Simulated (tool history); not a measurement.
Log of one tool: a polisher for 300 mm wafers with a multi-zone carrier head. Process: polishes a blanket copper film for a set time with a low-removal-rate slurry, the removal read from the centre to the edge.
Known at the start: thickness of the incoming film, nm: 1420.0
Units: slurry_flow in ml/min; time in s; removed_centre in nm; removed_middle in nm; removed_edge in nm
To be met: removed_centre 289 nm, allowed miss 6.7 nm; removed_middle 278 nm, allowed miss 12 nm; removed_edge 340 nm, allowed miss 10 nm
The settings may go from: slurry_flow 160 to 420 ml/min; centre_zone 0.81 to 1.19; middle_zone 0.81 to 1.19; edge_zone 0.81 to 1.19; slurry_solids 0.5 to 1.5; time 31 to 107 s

Run 1, hour 0: slurry_flow 270 ml/min, centre_zone 1, middle_zone 1, edge_zone 1, slurry_solids 1, time 69 s. Result: removed_centre 240.45 nm, removed_middle 234.94 nm, removed_edge 241.63 nm.
Run 2, hour 6.6: slurry_flow 270 ml/min, centre_zone 1, middle_zone 0.92, edge_zone 1, slurry_solids 1, time 69 s. Result: removed_centre 242.68 nm, removed_middle 224.05 nm, removed_edge 243.67 nm.
Run 3, hour 10.7: slurry_flow 270 ml/min, centre_zone 1, middle_zone 0.92, edge_zone 0.97, slurry_solids 1, time 69 s. Result: removed_centre 246.31 nm, removed_middle 224.59 nm, removed_edge 241.24 nm.
Run 4, hour 13.2: slurry_flow 225 ml/min, centre_zone 1, middle_zone 0.92, edge_zone 0.97, slurry_solids 1, time 69 s. Result: removed_centre 237.4 nm, removed_middle 223.62 nm, removed_edge 236.4 nm.
Run 5, hour 20.5: slurry_flow 230 ml/min, centre_zone 0.99, middle_zone 0.92, edge_zone 1, slurry_solids 1.1, time 71 s. Result: removed_centre 246.36 nm, removed_middle 233.12 nm, removed_edge 251.83 nm.
At hour 23.8: worn pad replaced by a new one.
Run 6, hour 23.8: slurry_flow 240 ml/min, centre_zone 0.98, middle_zone 0.92, edge_zone 1.03, slurry_solids 1.15, time 72 s. Result: removed_centre 269.18 nm, removed_middle 250.04 nm, removed_edge 284.11 nm.
Run 7, hour 26.2: slurry_flow 255 ml/min, centre_zone 0.97, middle_zone 0.93, edge_zone 1.04, slurry_solids 1.15, time 72 s. Result: removed_centre 271.47 nm, removed_middle 267.39 nm, removed_edge 283.34 nm.
Run 8, hour 33.9: slurry_flow 250 ml/min, centre_zone 0.96, middle_zone 0.91, edge_zone 1.06, slurry_solids 1.15, time 72 s. Result: removed_centre 267.4 nm, removed_middle 252.22 nm, removed_edge 286.61 nm.
Run 9, hour 36: slurry_flow 265 ml/min, centre_zone 0.95, middle_zone 0.91, edge_zone 1.08, slurry_solids 1.15, time 72 s. Result: removed_centre 268.41 nm, removed_middle 256.97 nm, removed_edge 289.52 nm.
Run 10, hour 44.7: slurry_flow 270 ml/min, centre_zone 0.94, middle_zone 0.9, edge_zone 1.1, slurry_solids 1.15, time 72 s. Result: removed_centre 266.91 nm, removed_middle 259.6 nm, removed_edge 296.56 nm.
Run 11, hour 49.4: slurry_flow 280 ml/min, centre_zone 0.94, middle_zone 0.89, edge_zone 1.11, slurry_solids 1.15, time 72 s. Result: removed_centre 264.79 nm, removed_middle 254.16 nm, removed_edge 296.3 nm.
Run 12, hour 52.6: slurry_flow 280 ml/min, centre_zone 0.94, middle_zone 0.89, edge_zone 1.11, slurry_solids 1.15, time 72 s. Result: removed_centre 266.62 nm, removed_middle 259.98 nm, removed_edge 298.86 nm.
Run 13, hour 59.3: slurry_flow 285 ml/min, centre_zone 0.94, middle_zone 0.88, edge_zone 1.12, slurry_solids 1.15, time 72 s. Result: removed_centre 266.44 nm, removed_middle 256.25 nm, removed_edge 298.32 nm.
Run 14, hour 61.8: slurry_flow 280 ml/min, centre_zone 0.94, middle_zone 0.88, edge_zone 1.13, slurry_solids 1.2, time 72 s. Result: removed_centre 266.29 nm, removed_middle 264.78 nm, removed_edge 299.71 nm.

4 next moves are on the table. One of them brings every result within its allowed miss. Which?
Run A, hour 64.3: slurry_flow 235 ml/min, centre_zone 0.85, middle_zone 0.82, edge_zone 1.1, slurry_solids 0.95, time 86 s. Result: removed_centre ?, removed_middle ?, removed_edge ?.
Run B, hour 64.3: slurry_flow 335 ml/min, centre_zone 0.9, middle_zone 0.82, edge_zone 1.12, slurry_solids 0.85, time 84 s. Result: removed_centre ?, removed_middle ?, removed_edge ?.
Run C, hour 64.3: slurry_flow 250 ml/min, centre_zone 0.87, middle_zone 0.83, edge_zone 1.12, slurry_solids 1.2, time 82 s. Result: removed_centre ?, removed_middle ?, removed_edge ?.
Run D, hour 64.3: slurry_flow 250 ml/min, centre_zone 1.05, middle_zone 0.93, edge_zone 1.11, slurry_solids 1.15, time 77 s. Result: removed_centre ?, removed_middle ?, removed_edge ?.

move  removed_centre  removed_middle  removed_edge
   A          272.99          279.89         340.9
   B           289.8          279.31        340.52
   C          277.01          278.84        340.11
   D          312.71          275.76        315.77
A: brings the result that was furthest off to its target, and leaves another outside
B: meets every target
C: brings the result that was furthest off to its target, and leaves another outside
D: nearer than the last run, and not there yet
Move B is the one to make.
